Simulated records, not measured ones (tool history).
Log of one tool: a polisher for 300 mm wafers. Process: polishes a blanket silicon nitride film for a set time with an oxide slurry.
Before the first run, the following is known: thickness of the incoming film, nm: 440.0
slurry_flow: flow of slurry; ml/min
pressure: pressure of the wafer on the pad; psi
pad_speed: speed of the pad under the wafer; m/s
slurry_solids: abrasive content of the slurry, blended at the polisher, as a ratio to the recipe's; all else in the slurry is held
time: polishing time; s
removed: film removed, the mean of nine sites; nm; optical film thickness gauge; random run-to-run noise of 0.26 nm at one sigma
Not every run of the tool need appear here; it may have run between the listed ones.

| run | hour | slurry_flow | pressure | pad_speed | slurry_solids | time | removed |
|---|---|---|---|---|---|---|---|
| 1 | 0 | 245 | 4.7 | 1 | 1 | 39 | 25.547 |
| 2 | 2.3 | 245 | 4.7 | 1 | 1.1 | 39 | 26.706 |
| 3 | 6.1 | 245 | 3.9 | 1 | 1.1 | 39 | 22.647 |
| 4 | 14.4 | 250 | 4.4 | 1 | 1.1 | 39 | 25.475 |
| 5 | 17.8 | 265 | 4.7 | 1 | 1.1 | 39 | 27.369 |
| 6 | 23.4 | 265 | 4.7 | 1 | 1.1 | 35 | 24.608 |
| 7 | 27.5 | 265 | 5.1 | 1 | 1.1 | 35 | 26.33 |
| 8 | 35.1 | 265 | 5.5 | 1 | 1.1 | 35 | 28.765 |
| 9 | 38.7 | 265 | 5.8 | 1 | 1.1 | 35 | 30.333 |
| 10 | 46.9 | 265 | 6 | 1 | 1.1 | 35 | 31.144 |
| 11 | 53.9 | 270 | 6.2 | 1 | 1.1 | 35 | 32.707 |

Run 12 has not been measured yet. What should we expect?
| 12 | 55.1 | 270 | 6.3 | 1 | 1.1 | 35 | ? |

removed: 32.74 nm

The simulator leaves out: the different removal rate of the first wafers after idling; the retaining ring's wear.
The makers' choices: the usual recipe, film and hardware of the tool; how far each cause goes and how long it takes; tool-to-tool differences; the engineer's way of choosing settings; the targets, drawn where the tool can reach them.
